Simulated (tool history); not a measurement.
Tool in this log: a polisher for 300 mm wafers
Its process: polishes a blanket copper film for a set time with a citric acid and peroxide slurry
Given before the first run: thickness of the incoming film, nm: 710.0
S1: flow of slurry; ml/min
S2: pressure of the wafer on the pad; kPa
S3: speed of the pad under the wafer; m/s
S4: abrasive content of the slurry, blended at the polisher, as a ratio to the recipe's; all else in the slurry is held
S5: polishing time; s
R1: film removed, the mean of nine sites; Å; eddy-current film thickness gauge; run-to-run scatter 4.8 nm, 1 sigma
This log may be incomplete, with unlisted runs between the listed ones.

{"run": 1, "day": 0.0, "S1": 150, "S2": 22.1, "S3": 0.78, "S4": 1.0, "S5": 100, "R1": 2155.7}
{"run": 2, "day": 0.308, "S1": 150, "S2": 24.1, "S3": 0.78, "S4": 1.0, "S5": 100, "R1": 2312.5}
{"run": 3, "day": 0.588, "S1": 150, "S2": 24.1, "S3": 0.7, "S4": 1.0, "S5": 100, "R1": 2096.9}
{"run": 4, "day": 0.642, "S1": 150, "S2": 25.5, "S3": 0.72, "S4": 1.0, "S5": 100, "R1": 2239.1}
{"run": 5, "day": 0.883, "S1": 150, "S2": 25.5, "S3": 0.72, "S4": 0.85, "S5": 100, "R1": 2168.7}
{"run": 6, "day": 0.975, "S1": 150, "S2": 25.5, "S3": 0.72, "S4": 0.85, "S5": 104, "R1": 2226.2}
{"run": 7, "day": 1.25, "S1": 150, "S2": 26.9, "S3": 0.74, "S4": 0.85, "S5": 104, "R1": 2416.1}

Run 8 comes next. What will it give?
{"run": 8, "day": 1.508, "S1": 150, "S2": 28.3, "S3": 0.76, "S4": 0.85, "S5": 104, "R1": "?"}

For run 8 the tool returned R1 2638.3 Å.
